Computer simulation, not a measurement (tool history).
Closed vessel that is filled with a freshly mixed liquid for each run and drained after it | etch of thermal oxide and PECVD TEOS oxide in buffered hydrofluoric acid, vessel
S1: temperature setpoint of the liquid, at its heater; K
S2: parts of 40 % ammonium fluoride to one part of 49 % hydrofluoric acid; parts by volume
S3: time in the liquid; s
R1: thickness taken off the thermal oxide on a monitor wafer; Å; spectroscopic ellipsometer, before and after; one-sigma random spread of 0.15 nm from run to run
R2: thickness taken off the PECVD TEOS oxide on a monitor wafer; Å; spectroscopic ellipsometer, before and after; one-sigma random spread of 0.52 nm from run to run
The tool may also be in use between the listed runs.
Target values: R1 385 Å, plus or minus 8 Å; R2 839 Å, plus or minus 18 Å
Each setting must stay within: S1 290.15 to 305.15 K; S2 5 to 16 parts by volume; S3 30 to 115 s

run 1 day=0 | S1=297.15 S2=9.5 S3=60 | R1=779.91 R2=1724
run 2 day=0.258 | S1=297.15 S2=9.5 S3=70 | R1=907.95 R2=1969.3
run 3 day=0.479 | S1=298.65 S2=9.5 S3=70 | R1=990.19 R2=2152.5
run 4 day=0.817 | S1=296.15 S2=11 S3=70 | R1=761.29 R2=1654.1
run 5 day=0.967 | S1=298.15 S2=11 S3=70 | R1=846.35 R2=1831.1
run 6 day=1.296 | S1=295.65 S2=12 S3=70 | R1=680.81 R2=1478.2
run 7 day=1.458 | S1=294.15 S2=13 S3=70 | R1=579.75 R2=1260.7
run 8 day=1.621 | S1=293.15 S2=13.5 S3=70 | R1=525.68 R2=1142

Below are 5 possible settings for the next run. Only one of them brings all results inside the allowed miss of their targets. Which is it?
run A day=1.783 | S1=291.65 S2=15.5 S3=60 | R1=? R2=?
run B day=1.783 | S1=292.15 S2=11.5 S3=55 | R1=? R2=?
run C day=1.783 | S1=291.15 S2=14.5 S3=65 | R1=? R2=?
run D day=1.783 | S1=294.65 S2=11.5 S3=40 | R1=? R2=?
run E day=1.783 | S1=293.65 S2=13 S3=50 | R1=? R2=?

move=A R1=361 R2=786.81
move=B R1=456.23 R2=994.37
move=C R1=405.93 R2=884.75
move=D R1=381.59 R2=831.69
move=E R1=400.16 R2=872.16
A: moves the result that the last run missed by most past its target, out the other side
B: better than the last run, though not everything is in spec
C: better than the last run, though not everything is in spec
D: hits every target within its allowed miss
E: better than the last run, though not everything is in spec
D is the move that brings every result within its allowed miss.
